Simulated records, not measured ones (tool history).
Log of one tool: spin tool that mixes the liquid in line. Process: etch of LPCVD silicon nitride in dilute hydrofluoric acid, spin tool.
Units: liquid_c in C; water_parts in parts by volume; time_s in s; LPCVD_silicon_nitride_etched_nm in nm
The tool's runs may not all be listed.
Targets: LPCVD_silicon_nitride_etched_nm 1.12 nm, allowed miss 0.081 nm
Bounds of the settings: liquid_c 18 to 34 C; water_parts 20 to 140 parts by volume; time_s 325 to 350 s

run,hour,liquid_c,water_parts,time_s,LPCVD_silicon_nitride_etched_nm
1,0,26,75,325,2.6739
2,6,25,80,325,2.3296
3,6.8,22,80,325,1.9438
4,15.4,23,80,325,2.0314
5,22,22.5,85,325,1.7879
6,24,20,85,325,1.5788
7,30.8,19,95,325,1.3021
8,38.2,18.5,100,325,1.2076

Which of these 4 next moves meets every target?
A,45.6,19.5,95,325,?
B,45.6,19,120,340,?
C,45.6,19,90,340,?
D,45.6,22.5,115,325,?

move,LPCVD_silicon_nitride_etched_nm
A,1.4284
B,1.1504
C,1.522
D,1.4503
A: further off than the last run
B: meets every target
C: further off than the last run
D: further off than the last run
Move B is the one to make.

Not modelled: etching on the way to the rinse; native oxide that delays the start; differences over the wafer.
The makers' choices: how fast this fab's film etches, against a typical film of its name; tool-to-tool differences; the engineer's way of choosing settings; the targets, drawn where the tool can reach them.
